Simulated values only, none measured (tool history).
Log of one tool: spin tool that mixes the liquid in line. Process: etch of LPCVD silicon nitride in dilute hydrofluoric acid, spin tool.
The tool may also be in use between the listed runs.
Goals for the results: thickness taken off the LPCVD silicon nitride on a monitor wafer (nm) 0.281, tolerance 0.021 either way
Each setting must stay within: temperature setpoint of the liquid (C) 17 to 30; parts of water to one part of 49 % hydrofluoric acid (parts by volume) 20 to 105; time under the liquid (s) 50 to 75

| run | day | temperature setpoint of the liquid (C) | parts of water to one part of 49 % hydrofluoric acid (parts by volume) | time under the liquid (s) | thickness taken off the LPCVD silicon nitride on a monitor wafer (nm) |
|---|---|---|---|---|---|
| 1 | 0 | 22 | 55 | 75 | 0.5633 |
| 2 | 0.075 | 21.5 | 60 | 75 | 0.49445 |
| 3 | 0.396 | 21.5 | 80 | 75 | 0.38956 |
| 4 | 0.479 | 21 | 80 | 75 | 0.3691 |
| 5 | 0.508 | 24.5 | 80 | 75 | 0.4585 |
| 6 | 0.579 | 24.5 | 70 | 75 | 0.53736 |
| 7 | 0.908 | 23.5 | 75 | 75 | 0.4685 |
| 8 | 1.104 | 22.5 | 75 | 75 | 0.44164 |
| 9 | 1.442 | 21.5 | 75 | 75 | 0.39145 |

4 next moves are on the table. One of them brings every result within its allowed miss. Which?
| A | 1.779 | 17.5 | 75 | 70 | ? |
| B | 1.779 | 20 | 85 | 55 | ? |
| C | 1.779 | 19.5 | 75 | 70 | ? |
| D | 1.779 | 22 | 95 | 50 | ? |

| move | thickness taken off the LPCVD silicon nitride on a monitor wafer (nm) |
|---|---|
| A | 0.27832 |
| B | 0.23022 |
| C | 0.31987 |
| D | 0.21497 |
A: all results land within tolerance of their targets
B: carries the result that was furthest off beyond its target, to the other side
C: better than the last run, though not everything is in spec
D: carries the result that was furthest off beyond its target, to the other side
Correct choice: A, which meets every target

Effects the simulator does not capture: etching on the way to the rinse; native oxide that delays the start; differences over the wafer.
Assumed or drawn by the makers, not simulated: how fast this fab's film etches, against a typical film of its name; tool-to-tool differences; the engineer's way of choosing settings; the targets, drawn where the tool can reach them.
